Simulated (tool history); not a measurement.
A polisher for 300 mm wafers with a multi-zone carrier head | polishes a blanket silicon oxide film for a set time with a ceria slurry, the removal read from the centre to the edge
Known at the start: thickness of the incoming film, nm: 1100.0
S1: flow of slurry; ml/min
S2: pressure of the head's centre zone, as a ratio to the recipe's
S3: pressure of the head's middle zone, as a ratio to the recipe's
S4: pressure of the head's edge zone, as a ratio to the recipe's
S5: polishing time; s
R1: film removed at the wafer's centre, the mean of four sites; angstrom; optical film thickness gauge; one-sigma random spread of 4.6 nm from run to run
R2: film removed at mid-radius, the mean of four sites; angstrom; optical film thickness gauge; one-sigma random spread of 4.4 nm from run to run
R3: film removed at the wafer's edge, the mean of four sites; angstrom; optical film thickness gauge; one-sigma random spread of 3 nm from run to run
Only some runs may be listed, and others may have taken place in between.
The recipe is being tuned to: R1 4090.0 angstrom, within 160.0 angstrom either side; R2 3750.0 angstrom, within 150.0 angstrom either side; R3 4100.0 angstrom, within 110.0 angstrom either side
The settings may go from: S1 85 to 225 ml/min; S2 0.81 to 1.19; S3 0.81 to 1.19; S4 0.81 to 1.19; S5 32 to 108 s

{"run": 1, "hour": 0.0, "S1": 145, "S2": 1.0, "S3": 1.0, "S4": 1.0, "S5": 70, "R1": 3444.9, "R2": 3509.5, "R3": 3483.2}
{"run": 2, "hour": 5.3, "S1": 160, "S2": 1.02, "S3": 0.99, "S4": 1.05, "S5": 71, "R1": 3702.9, "R2": 3695.2, "R3": 3686.0}
{"run": 3, "hour": 11.1, "S1": 160, "S2": 1.09, "S3": 0.99, "S4": 1.05, "S5": 71, "R1": 3963.1, "R2": 3532.1, "R3": 3700.7}
{"run": 4, "hour": 14.9, "S1": 180, "S2": 1.09, "S3": 0.99, "S4": 1.05, "S5": 71, "R1": 3940.3, "R2": 3754.5, "R3": 3748.6}
{"run": 5, "hour": 18.2, "S1": 185, "S2": 1.09, "S3": 0.97, "S4": 1.09, "S5": 71, "R1": 4026.2, "R2": 3684.5, "R3": 3820.8}
{"run": 6, "hour": 20.9, "S1": 185, "S2": 1.09, "S3": 0.97, "S4": 1.09, "S5": 59, "R1": 3343.2, "R2": 3027.3, "R3": 3184.5}
{"run": 7, "hour": 21.4, "S1": 180, "S2": 1.08, "S3": 0.97, "S4": 1.11, "S5": 63, "R1": 3508.9, "R2": 3226.1, "R3": 3445.9}
{"run": 8, "hour": 22.5, "S1": 180, "S2": 1.09, "S3": 0.98, "S4": 1.13, "S5": 66, "R1": 3701.1, "R2": 3404.3, "R3": 3574.4}
{"run": 9, "hour": 28.0, "S1": 185, "S2": 1.08, "S3": 0.96, "S4": 1.15, "S5": 68, "R1": 3795.3, "R2": 3480.0, "R3": 3740.0}
{"run": 10, "hour": 29.8, "S1": 190, "S2": 1.08, "S3": 0.95, "S4": 1.16, "S5": 69, "R1": 3906.9, "R2": 3468.2, "R3": 3818.0}

Which one of the following 4 next-run settings gets every result inside its allowed miss? There is exactly one.
{"run": "A", "hour": 31.6, "S1": 175, "S2": 1.08, "S3": 0.98, "S4": 1.17, "S5": 70, "R1": "?", "R2": "?", "R3": "?"}
{"run": "B", "hour": 31.6, "S1": 225, "S2": 1.06, "S3": 1.0, "S4": 1.0, "S5": 66, "R1": "?", "R2": "?", "R3": "?"}
{"run": "C", "hour": 31.6, "S1": 205, "S2": 1.05, "S3": 0.94, "S4": 1.15, "S5": 74, "R1": "?", "R2": "?", "R3": "?"}
{"run": "D", "hour": 31.6, "S1": 200, "S2": 1.08, "S3": 0.94, "S4": 1.19, "S5": 64, "R1": "?", "R2": "?", "R3": "?"}

move=A R1=3908.2 R2=3603.5 R3=3842.2
move=B R1=3774.4 R2=3591.3 R3=3471.6
move=C R1=4130.0 R2=3773.1 R3=4107.0
move=D R1=3659.7 R2=3250.7 R3=3599.6
A: moves toward the targets from the last run without getting all of them in spec
B: further off than the last run
C: in spec on every target
D: further off than the last run
C is the move that brings every result within its allowed miss.
